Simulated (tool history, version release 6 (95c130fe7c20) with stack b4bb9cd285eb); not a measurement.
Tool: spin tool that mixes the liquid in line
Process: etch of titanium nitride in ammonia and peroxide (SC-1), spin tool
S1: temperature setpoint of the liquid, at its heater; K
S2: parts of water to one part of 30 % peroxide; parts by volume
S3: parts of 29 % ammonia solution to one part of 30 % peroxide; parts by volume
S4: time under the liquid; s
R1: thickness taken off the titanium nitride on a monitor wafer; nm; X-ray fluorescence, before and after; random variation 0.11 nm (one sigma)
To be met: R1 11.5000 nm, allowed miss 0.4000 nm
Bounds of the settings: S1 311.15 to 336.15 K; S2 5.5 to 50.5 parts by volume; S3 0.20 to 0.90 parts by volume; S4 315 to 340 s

run	day	S1	S2	S3	S4	R1
1	0.000	320.15	28.0	0.50	315	7.1155
2	0.038	321.15	28.0	0.50	315	7.7178
3	0.117	321.15	35.0	0.50	315	6.8385
4	0.329	322.15	35.0	0.50	315	7.2259
5	0.600	322.15	26.5	0.50	315	8.5712
6	0.696	322.65	26.5	0.50	315	8.9293
7	0.908	323.15	26.5	0.50	315	9.2295
8	1.054	323.65	26.5	0.50	315	9.4860
9	1.412	323.65	26.5	0.50	315	9.5358
10	1.450	324.15	26.5	0.50	315	9.9707
11	1.817	325.15	26.5	0.50	315	10.4020

4 next moves are on the table. One of them brings every result within its allowed miss. Which?
A	2.183	325.65	21.0	0.50	315	?
B	2.183	324.65	27.0	0.65	315	?
C	2.183	325.65	26.5	0.50	315	?
D	2.183	326.15	32.0	0.65	340	?

move	R1
A	12.2750
B	10.4460
C	10.7650
D	11.3490
A: takes the result that was furthest off past its target
B: as far off as the last run
C: nearer than the last run, and not there yet
D: meets every target
Move D is the one to make.
